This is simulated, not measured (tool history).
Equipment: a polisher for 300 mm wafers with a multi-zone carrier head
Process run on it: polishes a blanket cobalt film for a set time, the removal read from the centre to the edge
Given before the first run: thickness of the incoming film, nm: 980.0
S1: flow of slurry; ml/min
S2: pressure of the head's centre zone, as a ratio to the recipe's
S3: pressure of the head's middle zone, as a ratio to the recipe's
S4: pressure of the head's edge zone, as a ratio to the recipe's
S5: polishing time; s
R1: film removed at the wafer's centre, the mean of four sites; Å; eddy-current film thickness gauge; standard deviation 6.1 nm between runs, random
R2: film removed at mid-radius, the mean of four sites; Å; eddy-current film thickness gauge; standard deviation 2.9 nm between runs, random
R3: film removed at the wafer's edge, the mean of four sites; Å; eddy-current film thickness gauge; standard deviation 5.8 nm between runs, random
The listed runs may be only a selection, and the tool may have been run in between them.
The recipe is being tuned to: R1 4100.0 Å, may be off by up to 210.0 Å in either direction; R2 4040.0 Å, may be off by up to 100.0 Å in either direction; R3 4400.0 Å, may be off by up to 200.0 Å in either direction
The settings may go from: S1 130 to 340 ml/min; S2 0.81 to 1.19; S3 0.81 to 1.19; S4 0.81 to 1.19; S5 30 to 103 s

run,hour,S1,S2,S3,S4,S5,R1,R2,R3
1,0.0,220,1.00,1.00,1.00,66,3106.6,3155.7,3024.3
2,2.2,180,1.00,1.00,1.00,66,3024.2,3085.5,2984.5
3,7.6,180,1.00,1.00,1.02,69,3097.8,3210.2,3236.7
4,15.4,180,1.08,1.00,1.02,69,3355.8,3170.9,3275.7
5,19.8,135,1.08,1.00,1.02,69,3350.8,3090.3,3148.7
6,24.8,160,1.08,1.00,1.02,69,3422.7,3161.6,3201.4
7,26.4,170,1.09,1.01,1.04,70,3468.6,3254.3,3288.0
8,30.4,175,1.09,1.01,1.06,72,3608.6,3318.8,3439.5
9,31.9,180,1.08,1.01,1.08,74,3636.3,3511.4,3489.3
10,39.3,175,1.07,0.99,1.09,76,3693.0,3473.7,3741.0

Which single option among these 5 for the next run brings every result within its allowed miss of target? Just one does.
A,46.7,190,0.82,1.01,1.18,89,?,?,?
B,46.7,200,0.99,0.95,1.10,89,?,?,?
C,46.7,175,0.92,0.92,1.19,102,?,?,?
D,46.7,130,0.91,0.98,1.16,97,?,?,?
E,46.7,200,1.04,0.97,1.14,81,?,?,?

move,R1,R2,R3
A,3333.4,4218.6,4421.3
B,4051.7,4023.4,4293.9
C,4249.1,4432.1,5063.9
D,3862.0,4309.7,4647.1
E,3875.7,3725.1,3973.8
A: takes the biggest miss from the last run beyond its target
B: in spec on every target
C: takes the biggest miss from the last run beyond its target
D: takes the biggest miss from the last run beyond its target
E: nearer than the last run, and not there yet
Answer: B
